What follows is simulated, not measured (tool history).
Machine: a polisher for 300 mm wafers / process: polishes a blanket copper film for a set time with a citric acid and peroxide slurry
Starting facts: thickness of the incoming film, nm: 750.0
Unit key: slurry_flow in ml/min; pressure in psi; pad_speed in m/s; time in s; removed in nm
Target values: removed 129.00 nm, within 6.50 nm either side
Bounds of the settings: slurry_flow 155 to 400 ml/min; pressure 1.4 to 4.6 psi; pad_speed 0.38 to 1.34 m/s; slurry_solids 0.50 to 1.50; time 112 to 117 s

run 1 hour=0.0 | slurry_flow=255 pressure=3.0 pad_speed=0.86 slurry_solids=1.00 time=112 | removed=188.82
run 2 hour=5.3 | slurry_flow=255 pressure=3.0 pad_speed=0.76 slurry_solids=1.00 time=112 | removed=165.18
run 3 hour=6.9 | slurry_flow=255 pressure=3.0 pad_speed=0.76 slurry_solids=0.85 time=112 | removed=162.66
run 4 hour=10.7 | slurry_flow=255 pressure=3.2 pad_speed=0.76 slurry_solids=0.85 time=112 | removed=174.44
run 5 hour=13.8 | slurry_flow=255 pressure=3.0 pad_speed=0.76 slurry_solids=0.85 time=112 | removed=158.89
run 6 hour=21.1 | slurry_flow=255 pressure=2.9 pad_speed=0.76 slurry_solids=0.85 time=112 | removed=154.64
run 7 hour=25.9 | slurry_flow=255 pressure=2.8 pad_speed=0.76 slurry_solids=0.85 time=112 | removed=149.50
run 8 hour=31.5 | slurry_flow=255 pressure=2.7 pad_speed=0.76 slurry_solids=0.85 time=112 | removed=144.88

Which one of the following 4 next-run settings gets every result inside its allowed miss? There is exactly one.
run A hour=37.1 | slurry_flow=290 pressure=2.5 pad_speed=0.62 slurry_solids=0.90 time=112 | removed=?
run B hour=37.1 | slurry_flow=250 pressure=2.3 pad_speed=0.76 slurry_solids=0.90 time=113 | removed=?
run C hour=37.1 | slurry_flow=215 pressure=2.7 pad_speed=0.78 slurry_solids=0.95 time=112 | removed=?
run D hour=37.1 | slurry_flow=245 pressure=2.5 pad_speed=0.62 slurry_solids=0.80 time=112 | removed=?

move=A removed=117.68
move=B removed=128.58
move=C removed=151.70
move=D removed=114.20
A: takes the biggest miss from the last run beyond its target
B: all results land within tolerance of their targets
C: the biggest miss grows against the last run
D: takes the biggest miss from the last run beyond its target
B meets every target.
